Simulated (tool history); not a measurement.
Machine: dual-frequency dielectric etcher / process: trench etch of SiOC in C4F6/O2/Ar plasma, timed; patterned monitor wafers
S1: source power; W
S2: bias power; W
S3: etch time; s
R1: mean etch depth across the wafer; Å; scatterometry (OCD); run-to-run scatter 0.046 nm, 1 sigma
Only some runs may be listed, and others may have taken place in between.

Run 1, day 0: S1 360 W, S2 140 W, S3 13 s. Result: R1 235.74 Å.
Run 2, day 0.217: S1 360 W, S2 124 W, S3 13 s. Result: R1 227.16 Å.
Run 3, day 0.3: S1 360 W, S2 134 W, S3 13 s. Result: R1 232.24 Å.
Run 4, day 0.533: S1 360 W, S2 134 W, S3 13 s. Result: R1 231.75 Å.
Run 5, day 0.75: S1 350 W, S2 131 W, S3 13 s. Result: R1 228.4 Å.
Run 6, day 0.967: S1 350 W, S2 131 W, S3 12 s. Result: R1 210.24 Å.
Run 7, day 1.071: S1 340 W, S2 131 W, S3 12 s. Result: R1 207.87 Å.
Run 8, day 1.338: S1 340 W, S2 131 W, S3 12 s. Result: R1 207.43 Å.

Expected results for the next run?
Run 9, day 1.442: S1 310 W, S2 130 W, S3 12 s. Result: R1 ?.

Run 9 measured R1 200.9 Å.
